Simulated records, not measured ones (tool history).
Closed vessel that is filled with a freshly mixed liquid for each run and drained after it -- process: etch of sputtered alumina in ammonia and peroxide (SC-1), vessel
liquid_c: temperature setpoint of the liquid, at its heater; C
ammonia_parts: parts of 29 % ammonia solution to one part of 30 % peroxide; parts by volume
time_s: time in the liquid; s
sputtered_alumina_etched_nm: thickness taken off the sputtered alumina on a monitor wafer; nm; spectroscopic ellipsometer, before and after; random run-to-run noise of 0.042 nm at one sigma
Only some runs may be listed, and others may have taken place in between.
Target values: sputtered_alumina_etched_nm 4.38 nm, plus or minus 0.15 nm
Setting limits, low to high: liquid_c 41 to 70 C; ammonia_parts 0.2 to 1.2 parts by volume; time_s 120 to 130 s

run    day  liquid_c  ammonia_parts  time_s  sputtered_alumina_etched_nm
  1      0        57           0.75     120                       7.7698
  2  0.158      50.5           0.75     120                       5.6008
  3  0.292        49           0.75     120                       5.2321
  4  0.654        48           0.75     120                       4.8853
  5  1.021      47.5           0.75     120                       4.7084
  6  1.146        50           0.75     120                       5.4435
  7  1.183        49           0.75     120                       5.1787
  8  1.471        48           0.75     120                       4.8235
  9  1.683      47.5           0.75     120                       4.7097
 10  1.812        47           0.75     120                       4.6012

5 next moves are on the table. One of them brings every result within its allowed miss. Which?
  A  1.942        48            0.6     120                            ?
  B  1.942      47.5            0.8     120                            ?
  C  1.942      47.5           0.35     120                            ?
  D  1.942      45.5           0.85     130                            ?
  E  1.942        47           0.75     125                            ?

move  sputtered_alumina_etched_nm
   A                       4.7131
   B                       4.7119
   C                       4.3551
   D                       4.5919
   E                       4.7446
A: misses by more than the last run did
B: misses by more than the last run did
C: meets every target
D: just as far off the targets as the last run
E: misses by more than the last run did
So the answer is move C, the one that meets all the targets.

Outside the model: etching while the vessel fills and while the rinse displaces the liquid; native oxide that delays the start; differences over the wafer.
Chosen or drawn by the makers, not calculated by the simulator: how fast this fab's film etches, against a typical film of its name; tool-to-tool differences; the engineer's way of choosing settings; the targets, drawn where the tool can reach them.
